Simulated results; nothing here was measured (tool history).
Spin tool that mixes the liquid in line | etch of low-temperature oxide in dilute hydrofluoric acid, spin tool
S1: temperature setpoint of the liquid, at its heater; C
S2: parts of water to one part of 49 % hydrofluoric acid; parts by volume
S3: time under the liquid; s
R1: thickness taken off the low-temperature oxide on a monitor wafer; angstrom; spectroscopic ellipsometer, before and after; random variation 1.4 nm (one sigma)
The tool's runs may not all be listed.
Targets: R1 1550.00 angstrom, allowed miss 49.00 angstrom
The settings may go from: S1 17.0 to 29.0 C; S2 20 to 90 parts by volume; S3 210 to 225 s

{"run": 1, "hour": 0.0, "S1": 21.0, "S2": 50, "S3": 210, "R1": 906.0}
{"run": 2, "hour": 4.5, "S1": 18.5, "S2": 50, "S3": 210, "R1": 822.89}
{"run": 3, "hour": 5.3, "S1": 21.5, "S2": 50, "S3": 210, "R1": 928.68}
{"run": 4, "hour": 7.9, "S1": 22.0, "S2": 50, "S3": 210, "R1": 941.49}
{"run": 5, "hour": 16.5, "S1": 20.5, "S2": 50, "S3": 210, "R1": 897.25}
{"run": 6, "hour": 22.5, "S1": 21.5, "S2": 50, "S3": 210, "R1": 917.27}
{"run": 7, "hour": 26.3, "S1": 22.0, "S2": 50, "S3": 210, "R1": 941.3}
{"run": 8, "hour": 31.6, "S1": 22.5, "S2": 50, "S3": 210, "R1": 962.59}
{"run": 9, "hour": 32.2, "S1": 23.0, "S2": 50, "S3": 210, "R1": 989.29}
{"run": 10, "hour": 41.1, "S1": 23.5, "S2": 50, "S3": 210, "R1": 988.38}
{"run": 11, "hour": 49.5, "S1": 23.5, "S2": 50, "S3": 210, "R1": 994.69}
{"run": 12, "hour": 53.4, "S1": 24.0, "S2": 50, "S3": 210, "R1": 1049.0}
{"run": 13, "hour": 57.1, "S1": 24.5, "S2": 50, "S3": 210, "R1": 1057.4}
{"run": 14, "hour": 63.4, "S1": 25.0, "S2": 50, "S3": 210, "R1": 1059.4}
{"run": 15, "hour": 72.4, "S1": 25.5, "S2": 50, "S3": 210, "R1": 1095.3}
{"run": 16, "hour": 80.9, "S1": 26.0, "S2": 50, "S3": 210, "R1": 1103.7}
{"run": 17, "hour": 83.2, "S1": 26.5, "S2": 50, "S3": 210, "R1": 1144.5}
{"run": 18, "hour": 88.4, "S1": 28.0, "S2": 45, "S3": 210, "R1": 1369.8}

Which of these 5 next moves meets every target?
{"run": "A", "hour": 93.6, "S1": 24.5, "S2": 40, "S3": 225, "R1": "?"}
{"run": "B", "hour": 93.6, "S1": 29.0, "S2": 45, "S3": 215, "R1": "?"}
{"run": "C", "hour": 93.6, "S1": 26.5, "S2": 40, "S3": 225, "R1": "?"}
{"run": "D", "hour": 93.6, "S1": 26.5, "S2": 40, "S3": 210, "R1": "?"}
{"run": "E", "hour": 93.6, "S1": 26.0, "S2": 40, "S3": 210, "R1": "?"}

move=A R1=1453.50
move=B R1=1471.00
move=C R1=1577.70
move=D R1=1472.60
move=E R1=1442.80
A: nearer than the last run, and not there yet
B: nearer than the last run, and not there yet
C: meets every target
D: nearer than the last run, and not there yet
E: nearer than the last run, and not there yet
Move C is the one to make.
